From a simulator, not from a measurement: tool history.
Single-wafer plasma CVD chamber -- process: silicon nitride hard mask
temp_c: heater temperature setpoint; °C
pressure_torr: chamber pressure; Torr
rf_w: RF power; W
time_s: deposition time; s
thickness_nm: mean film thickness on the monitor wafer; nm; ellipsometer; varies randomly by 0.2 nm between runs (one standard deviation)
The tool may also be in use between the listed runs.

run	hour	temp_c	pressure_torr	rf_w	time_s	thickness_nm
1	0	395	1.24	280	47.4	48.765
2	6.4	386	1.24	280	47.4	48.988
3	14.7	386	1.37	280	47.4	50.67
4	23.7	386	1.37	280	47.4	50.363
5	25.4	386	1.37	260	47.4	47.986
6	29.9	386	1.37	240	47.4	45.35
7	32.9	386	1.34	240	47.4	45.017

Run 8, settings as shown, results not yet in. Your forecast:
# hour 40.4: RF generator calibrated
8	40.4	386	1.31	240	47.4	?

Run 8 produced thickness_nm 46.339 nm.
